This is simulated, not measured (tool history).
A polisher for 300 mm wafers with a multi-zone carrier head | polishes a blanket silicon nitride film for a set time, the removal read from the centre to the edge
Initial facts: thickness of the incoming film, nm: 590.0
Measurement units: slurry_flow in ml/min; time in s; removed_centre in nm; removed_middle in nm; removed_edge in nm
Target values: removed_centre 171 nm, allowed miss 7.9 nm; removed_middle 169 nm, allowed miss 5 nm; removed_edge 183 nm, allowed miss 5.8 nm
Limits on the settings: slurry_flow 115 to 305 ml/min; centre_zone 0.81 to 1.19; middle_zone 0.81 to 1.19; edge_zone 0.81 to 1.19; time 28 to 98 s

run 1 hour=0 | slurry_flow=195 centre_zone=1 middle_zone=1 edge_zone=1 time=63 | removed_centre=133.56 removed_middle=138.59 removed_edge=131.89
run 2 hour=5.7 | slurry_flow=205 centre_zone=1 middle_zone=0.99 edge_zone=1.06 time=68 | removed_centre=149.76 removed_middle=148.91 removed_edge=147.79
run 3 hour=8.3 | slurry_flow=185 centre_zone=1 middle_zone=0.99 edge_zone=1.06 time=68 | removed_centre=144.62 removed_middle=145.09 removed_edge=148.98
run 4 hour=10.2 | slurry_flow=185 centre_zone=1 middle_zone=0.93 edge_zone=1.06 time=68 | removed_centre=150.28 removed_middle=140.19 removed_edge=147.22
run 5 hour=17.6 | slurry_flow=185 centre_zone=1 middle_zone=0.95 edge_zone=1.09 time=71 | removed_centre=146.97 removed_middle=148.8 removed_edge=156.11
run 6 hour=21.3 | slurry_flow=185 centre_zone=1 middle_zone=0.95 edge_zone=1.04 time=71 | removed_centre=153.46 removed_middle=148.43 removed_edge=153.93
run 7 hour=22.5 | slurry_flow=190 centre_zone=1 middle_zone=0.95 edge_zone=1.07 time=73 | removed_centre=157.01 removed_middle=153.8 removed_edge=159.31
run 8 hour=25.8 | slurry_flow=190 centre_zone=1 middle_zone=0.95 edge_zone=1.1 time=75 | removed_centre=161.58 removed_middle=155.87 removed_edge=167.2
run 9 hour=34.2 | slurry_flow=200 centre_zone=1 middle_zone=0.96 edge_zone=1.12 time=76 | removed_centre=163.54 removed_middle=162.53 removed_edge=169.34
run 10 hour=42.6 | slurry_flow=195 centre_zone=1 middle_zone=0.96 edge_zone=1.13 time=77 | removed_centre=169.52 removed_middle=161.91 removed_edge=174.41
run 11 hour=51.1 | slurry_flow=195 centre_zone=0.99 middle_zone=0.97 edge_zone=1.14 time=78 | removed_centre=167.29 removed_middle=169.78 removed_edge=176.63

Next run, 5 choices. One meets every target within its allowed miss, the rest don't. Which?
run A hour=59.6 | slurry_flow=150 centre_zone=1.01 middle_zone=0.87 edge_zone=1.19 time=86 | removed_centre=? removed_middle=? removed_edge=?
run B hour=59.6 | slurry_flow=210 centre_zone=0.99 middle_zone=1.01 edge_zone=1.13 time=75 | removed_centre=? removed_middle=? removed_edge=?
run C hour=59.6 | slurry_flow=205 centre_zone=1.02 middle_zone=1.01 edge_zone=1.12 time=75 | removed_centre=? removed_middle=? removed_edge=?
run D hour=59.6 | slurry_flow=235 centre_zone=0.91 middle_zone=1.01 edge_zone=1.1 time=76 | removed_centre=? removed_middle=? removed_edge=?
run E hour=59.6 | slurry_flow=170 centre_zone=1 middle_zone=0.95 edge_zone=1.16 time=81 | removed_centre=? removed_middle=? removed_edge=?

move=A removed_centre=176.33 removed_middle=164.12 removed_edge=195.33
move=B removed_centre=159.2 removed_middle=166.95 removed_edge=171.51
move=C removed_centre=163.5 removed_middle=166.42 removed_edge=170.34
move=D removed_centre=150.42 removed_middle=171.56 removed_edge=173.16
move=E removed_centre=168.12 removed_middle=167.65 removed_edge=183.94
A: takes the result that was furthest off past its target
B: moves away from the targets compared with the last run
C: moves away from the targets compared with the last run
D: moves away from the targets compared with the last run
E: hits every target within its allowed miss
The move that meets every target is E.
